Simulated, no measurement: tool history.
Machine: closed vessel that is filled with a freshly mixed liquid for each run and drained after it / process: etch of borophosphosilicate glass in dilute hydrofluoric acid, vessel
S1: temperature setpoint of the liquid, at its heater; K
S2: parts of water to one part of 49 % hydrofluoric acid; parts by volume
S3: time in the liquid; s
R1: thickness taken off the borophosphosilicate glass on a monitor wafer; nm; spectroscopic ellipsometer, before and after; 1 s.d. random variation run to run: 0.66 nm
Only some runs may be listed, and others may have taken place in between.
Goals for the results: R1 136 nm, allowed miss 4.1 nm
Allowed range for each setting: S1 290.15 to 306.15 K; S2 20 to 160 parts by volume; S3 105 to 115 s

run 1 hour=0 | S1=298.15 S2=90 S3=105 | R1=46.356
run 2 hour=3.3 | S1=300.65 S2=70 S3=105 | R1=67.047
run 3 hour=4.4 | S1=300.65 S2=70 S3=115 | R1=74.162
run 4 hour=9.2 | S1=300.65 S2=50 S3=115 | R1=105.92
run 5 hour=10.3 | S1=300.65 S2=80 S3=115 | R1=63.386
run 6 hour=16.1 | S1=301.65 S2=65 S3=115 | R1=83.342
run 7 hour=18.4 | S1=302.65 S2=55 S3=115 | R1=103.26
run 8 hour=23.6 | S1=303.65 S2=50 S3=115 | R1=119.77
run 9 hour=24.5 | S1=306.15 S2=50 S3=115 | R1=131.6
run 10 hour=33 | S1=306.15 S2=45 S3=115 | R1=146.11
run 11 hour=34.2 | S1=305.65 S2=45 S3=115 | R1=144.43
run 12 hour=39.8 | S1=305.15 S2=45 S3=115 | R1=142.25

Exactly one of the 5 candidate moves below puts every result within its allowed miss. Which one?
run A hour=45.4 | S1=306.15 S2=45 S3=115 | R1=?
run B hour=45.4 | S1=304.65 S2=40 S3=110 | R1=?
run C hour=45.4 | S1=305.15 S2=40 S3=105 | R1=?
run D hour=45.4 | S1=305.15 S2=40 S3=115 | R1=?
run E hour=45.4 | S1=302.15 S2=40 S3=110 | R1=?

move=A R1=146.29
move=B R1=149.73
move=C R1=145.75
move=D R1=159.63
move=E R1=135.64
A: its largest miss is bigger than the last run's
B: its largest miss is bigger than the last run's
C: its largest miss is bigger than the last run's
D: its largest miss is bigger than the last run's
E: all results in spec
So the answer is move E, the one that meets all the targets.
